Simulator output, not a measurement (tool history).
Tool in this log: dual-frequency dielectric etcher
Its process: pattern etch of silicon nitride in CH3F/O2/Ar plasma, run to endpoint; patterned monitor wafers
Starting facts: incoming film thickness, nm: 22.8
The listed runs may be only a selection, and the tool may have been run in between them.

Run 1, hour 0: source power (W) 500, bias power (W) 83. Result: endpoint time (s) 29.735.
Run 2, hour 7.6: source power (W) 460, bias power (W) 83. Result: endpoint time (s) 31.244.
Run 3, hour 15.4: source power (W) 540, bias power (W) 83. Result: endpoint time (s) 29.427.
Run 4, hour 23.8: source power (W) 520, bias power (W) 80. Result: endpoint time (s) 30.621.
Run 5, hour 29.1: source power (W) 500, bias power (W) 79. Result: endpoint time (s) 30.721.
Run 6, hour 33: source power (W) 480, bias power (W) 77. Result: endpoint time (s) 31.972.
Run 7, hour 40.2: source power (W) 470, bias power (W) 76. Result: endpoint time (s) 32.38.
Run 8, hour 45.6: source power (W) 470, bias power (W) 76. Result: endpoint time (s) 31.961.
Run 9, hour 47.3: source power (W) 460, bias power (W) 75. Result: endpoint time (s) 32.222.
Run 10, hour 54.6: source power (W) 450, bias power (W) 74. Result: endpoint time (s) 32.705.
Run 11, hour 56.2: source power (W) 440, bias power (W) 73. Result: endpoint time (s) 32.85.

Expected results for the next run?
Run 12, hour 59.4: source power (W) 430, bias power (W) 72. Result: endpoint time (s) ?.

Run 12 produced endpoint time (s) 34.073.

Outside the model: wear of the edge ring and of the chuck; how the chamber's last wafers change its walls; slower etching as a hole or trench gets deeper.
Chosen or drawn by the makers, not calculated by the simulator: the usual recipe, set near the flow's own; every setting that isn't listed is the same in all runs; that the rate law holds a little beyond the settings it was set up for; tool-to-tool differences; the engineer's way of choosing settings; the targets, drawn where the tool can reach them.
